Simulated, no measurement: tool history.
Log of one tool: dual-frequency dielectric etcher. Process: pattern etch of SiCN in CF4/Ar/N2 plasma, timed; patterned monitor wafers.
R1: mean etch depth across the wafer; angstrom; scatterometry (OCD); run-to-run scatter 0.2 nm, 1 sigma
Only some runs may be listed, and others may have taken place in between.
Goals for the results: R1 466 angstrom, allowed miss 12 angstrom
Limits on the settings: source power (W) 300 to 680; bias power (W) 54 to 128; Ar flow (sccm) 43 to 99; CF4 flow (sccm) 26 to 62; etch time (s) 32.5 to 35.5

{"run": 1, "day": 0.0, "source power (W)": 490, "bias power (W)": 91, "Ar flow (sccm)": 71, "CF4 flow (sccm)": 44, "etch time (s)": 35.5, "R1": 413.59}
{"run": 2, "day": 0.15, "source power (W)": 490, "bias power (W)": 101, "Ar flow (sccm)": 71, "CF4 flow (sccm)": 44, "etch time (s)": 35.5, "R1": 427.63}
{"run": 3, "day": 0.35, "source power (W)": 490, "bias power (W)": 101, "Ar flow (sccm)": 60, "CF4 flow (sccm)": 44, "etch time (s)": 35.5, "R1": 437.69}
{"run": 4, "day": 0.496, "source power (W)": 500, "bias power (W)": 101, "Ar flow (sccm)": 60, "CF4 flow (sccm)": 44, "etch time (s)": 35.5, "R1": 442.16}
{"run": 5, "day": 0.642, "source power (W)": 430, "bias power (W)": 101, "Ar flow (sccm)": 60, "CF4 flow (sccm)": 44, "etch time (s)": 35.5, "R1": 384.95}
{"day": 0.942, "done": "wet clean of the chamber"}
{"run": 6, "day": 0.942, "source power (W)": 430, "bias power (W)": 101, "Ar flow (sccm)": 60, "CF4 flow (sccm)": 39, "etch time (s)": 35.5, "R1": 367.09}
{"run": 7, "day": 1.1, "source power (W)": 460, "bias power (W)": 102, "Ar flow (sccm)": 60, "CF4 flow (sccm)": 39, "etch time (s)": 35.5, "R1": 394.24}
{"run": 8, "day": 1.129, "source power (W)": 480, "bias power (W)": 102, "Ar flow (sccm)": 60, "CF4 flow (sccm)": 39, "etch time (s)": 35.5, "R1": 406.81}
{"run": 9, "day": 1.288, "source power (W)": 500, "bias power (W)": 102, "Ar flow (sccm)": 60, "CF4 flow (sccm)": 39, "etch time (s)": 35.5, "R1": 422.53}
{"run": 10, "day": 1.462, "source power (W)": 510, "bias power (W)": 102, "Ar flow (sccm)": 60, "CF4 flow (sccm)": 39, "etch time (s)": 35.5, "R1": 436.89}

Which single option among these 5 for the next run brings every result within its allowed miss of target? Just one does.
{"run": "A", "day": 1.638, "source power (W)": 550, "bias power (W)": 94, "Ar flow (sccm)": 53, "CF4 flow (sccm)": 31, "etch time (s)": 35, "R1": "?"}
{"run": "B", "day": 1.638, "source power (W)": 520, "bias power (W)": 105, "Ar flow (sccm)": 56, "CF4 flow (sccm)": 43, "etch time (s)": 34, "R1": "?"}
{"run": "C", "day": 1.638, "source power (W)": 530, "bias power (W)": 106, "Ar flow (sccm)": 62, "CF4 flow (sccm)": 38, "etch time (s)": 34.5, "R1": "?"}
{"run": "D", "day": 1.638, "source power (W)": 530, "bias power (W)": 109, "Ar flow (sccm)": 59, "CF4 flow (sccm)": 41, "etch time (s)": 33, "R1": "?"}
{"run": "E", "day": 1.638, "source power (W)": 530, "bias power (W)": 113, "Ar flow (sccm)": 58, "CF4 flow (sccm)": 44, "etch time (s)": 34.5, "R1": "?"}

move=A R1=438.53
move=B R1=439.41
move=C R1=440.57
move=D R1=433.92
move=E R1=465.57
A: nearer the targets than the last run, but a result is still out of spec
B: nearer the targets than the last run, but a result is still out of spec
C: nearer the targets than the last run, but a result is still out of spec
D: its largest miss is bigger than the last run's
E: every result within its allowed miss
Move E is the one to make.
